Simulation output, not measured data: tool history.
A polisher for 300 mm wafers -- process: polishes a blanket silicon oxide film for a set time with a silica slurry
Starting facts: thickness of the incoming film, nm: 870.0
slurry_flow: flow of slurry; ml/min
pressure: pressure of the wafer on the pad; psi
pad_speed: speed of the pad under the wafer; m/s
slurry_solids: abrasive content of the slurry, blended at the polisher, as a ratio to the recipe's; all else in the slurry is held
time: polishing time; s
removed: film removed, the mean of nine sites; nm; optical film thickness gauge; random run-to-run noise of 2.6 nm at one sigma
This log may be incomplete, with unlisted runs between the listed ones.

Run 1, day 0: slurry_flow 140 ml/min, pressure 4.9 psi, pad_speed 1.12 m/s, slurry_solids 1, time 61 s. Result: removed 262.04 nm.
Run 2, day 0.096: slurry_flow 140 ml/min, pressure 4.9 psi, pad_speed 1.12 m/s, slurry_solids 0.8, time 61 s. Result: removed 244.07 nm.
Run 3, day 0.425: slurry_flow 140 ml/min, pressure 4.6 psi, pad_speed 1.12 m/s, slurry_solids 0.8, time 61 s. Result: removed 223.48 nm.
Run 4, day 0.725: slurry_flow 140 ml/min, pressure 4.6 psi, pad_speed 1.12 m/s, slurry_solids 1, time 61 s. Result: removed 242.61 nm.
Run 5, day 0.767: slurry_flow 140 ml/min, pressure 4.3 psi, pad_speed 1.12 m/s, slurry_solids 1, time 61 s. Result: removed 226.29 nm.
Run 6, day 0.962: slurry_flow 140 ml/min, pressure 4.1 psi, pad_speed 1.12 m/s, slurry_solids 1, time 61 s. Result: removed 219.21 nm.

Predict the results of run 7:
Run 7, day 1.104: slurry_flow 135 ml/min, pressure 3.1 psi, pad_speed 1.1 m/s, slurry_solids 1, time 61 s. Result: removed ?.

{"run 7": {"removed": 161.95}}

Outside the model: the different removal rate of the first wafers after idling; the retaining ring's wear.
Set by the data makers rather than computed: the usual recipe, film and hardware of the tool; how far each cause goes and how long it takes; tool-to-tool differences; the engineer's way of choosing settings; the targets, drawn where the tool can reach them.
